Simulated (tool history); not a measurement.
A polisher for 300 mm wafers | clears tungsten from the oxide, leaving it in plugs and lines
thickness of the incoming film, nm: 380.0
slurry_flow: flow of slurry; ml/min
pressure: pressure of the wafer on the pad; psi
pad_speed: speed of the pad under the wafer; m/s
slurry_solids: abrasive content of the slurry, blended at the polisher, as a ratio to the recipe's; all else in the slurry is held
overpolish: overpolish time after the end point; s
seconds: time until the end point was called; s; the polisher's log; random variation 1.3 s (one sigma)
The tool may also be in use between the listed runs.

run,hour,slurry_flow,pressure,pad_speed,slurry_solids,overpolish,seconds
1,0,165,4.4,1.06,1,4,59.788
2,3.5,165,5.4,1.06,1,4,49.855
3,11,165,5.4,1.06,1,3,49.37
4,13.7,165,5.4,1.2,1,3,45.137
5,21.2,165,4.7,1.16,1,3,52.68
6,22.7,165,4.2,1.12,1,3,60.399
7,31.6,165,3.8,1.1,1,3,64.362
8,36.8,165,3.4,1.08,1,3,73.461

Forecast run 9:
9,44.7,165,3.1,1.08,1,3,?

seconds: 79.682 s

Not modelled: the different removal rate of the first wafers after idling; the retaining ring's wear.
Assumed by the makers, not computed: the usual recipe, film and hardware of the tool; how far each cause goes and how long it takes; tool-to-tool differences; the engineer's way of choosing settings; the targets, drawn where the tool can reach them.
